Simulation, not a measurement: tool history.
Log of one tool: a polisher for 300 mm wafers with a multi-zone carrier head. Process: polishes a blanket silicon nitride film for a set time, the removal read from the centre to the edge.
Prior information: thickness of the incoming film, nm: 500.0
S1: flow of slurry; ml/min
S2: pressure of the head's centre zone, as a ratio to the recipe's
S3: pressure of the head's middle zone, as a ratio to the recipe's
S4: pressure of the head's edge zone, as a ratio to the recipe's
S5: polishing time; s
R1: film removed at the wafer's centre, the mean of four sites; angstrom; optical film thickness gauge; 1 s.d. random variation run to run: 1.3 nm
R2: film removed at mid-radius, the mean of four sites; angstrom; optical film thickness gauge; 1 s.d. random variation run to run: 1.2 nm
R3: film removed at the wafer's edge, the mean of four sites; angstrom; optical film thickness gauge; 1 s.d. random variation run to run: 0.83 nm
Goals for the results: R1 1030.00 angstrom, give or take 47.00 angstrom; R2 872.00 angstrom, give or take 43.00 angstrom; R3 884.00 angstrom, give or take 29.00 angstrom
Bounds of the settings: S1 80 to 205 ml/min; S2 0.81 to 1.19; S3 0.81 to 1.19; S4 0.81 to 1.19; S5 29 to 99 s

run    day   S1    S2    S3    S4  S5       R1       R2       R3
  1  0.000  135  1.00  1.00  1.00  64  1118.00  1145.80  1090.00
  2  0.117  115  1.00  1.00  1.00  64  1047.10  1105.80  1048.00
  3  0.250  110  1.03  0.96  0.97  63  1078.20  1014.80  1033.90
  4  0.621  110  1.03  0.96  1.01  63  1093.60  1024.80  1028.90
  5  0.804  110  0.96  0.96  1.01  63  1024.90  1017.00  1041.20
  6  1.067  110  0.96  0.96  1.01  75  1221.00  1200.00  1223.20
  7  1.254  110  1.01  0.95  0.99  69  1145.70  1131.20  1118.40
  8  1.533  115  1.11  0.85  0.93  51   938.99   762.02   817.74
  9  1.688  125  1.11  0.86  0.94  51   955.70   813.21   834.69
 10  2.000  130  1.12  0.86  0.95  51   959.39   795.80   845.18
 11  2.304  135  1.13  0.87  0.95  51   960.28   805.81   838.55

Which one of the following 4 next-run settings gets every result inside its allowed miss? There is exactly one.
  A  2.608  165  1.16  0.91  1.00  50   ?   ?   ?
  B  2.608  150  1.13  0.95  0.89  51   ?   ?   ?
  C  2.608  165  1.19  0.93  0.87  49   ?   ?   ?
  D  2.608  135  0.94  0.81  1.04  50   ?   ?   ?

move       R1      R2      R3
   A  1033.50  859.49  866.39
   B  1011.80  889.26  825.55
   C  1034.20  855.95  795.41
   D   835.34  760.09  859.30
A: every result lands within tolerance
B: moves away from the targets compared with the last run
C: moves away from the targets compared with the last run
D: puts the biggest miss on target and leaves a different result outside tolerance
A is the move that brings every result within its allowed miss.
